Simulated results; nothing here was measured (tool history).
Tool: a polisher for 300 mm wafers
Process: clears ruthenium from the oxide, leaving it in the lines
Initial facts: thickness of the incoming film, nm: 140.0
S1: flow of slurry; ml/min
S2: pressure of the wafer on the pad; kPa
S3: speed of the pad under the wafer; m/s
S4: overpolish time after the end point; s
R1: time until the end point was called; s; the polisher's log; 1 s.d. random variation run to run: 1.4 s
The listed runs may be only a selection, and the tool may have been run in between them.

run,hour,S1,S2,S3,S4,R1
1,0.0,310,13.1,0.90,26,180.17
2,1.3,275,13.1,0.90,26,182.18
3,3.8,275,13.1,0.98,26,169.26
4,7.9,315,13.1,0.98,26,169.37
5,14.0,315,13.8,0.98,26,156.91
6,15.9,315,14.5,0.98,26,155.43
7,16.7,315,15.2,0.98,26,143.93
8,24.8,315,15.9,0.98,26,140.83
9,33.0,315,16.5,0.98,26,132.74

What does the tool deliver on the next run?
10,37.4,315,17.2,0.98,26,?

R1: 129.70 s

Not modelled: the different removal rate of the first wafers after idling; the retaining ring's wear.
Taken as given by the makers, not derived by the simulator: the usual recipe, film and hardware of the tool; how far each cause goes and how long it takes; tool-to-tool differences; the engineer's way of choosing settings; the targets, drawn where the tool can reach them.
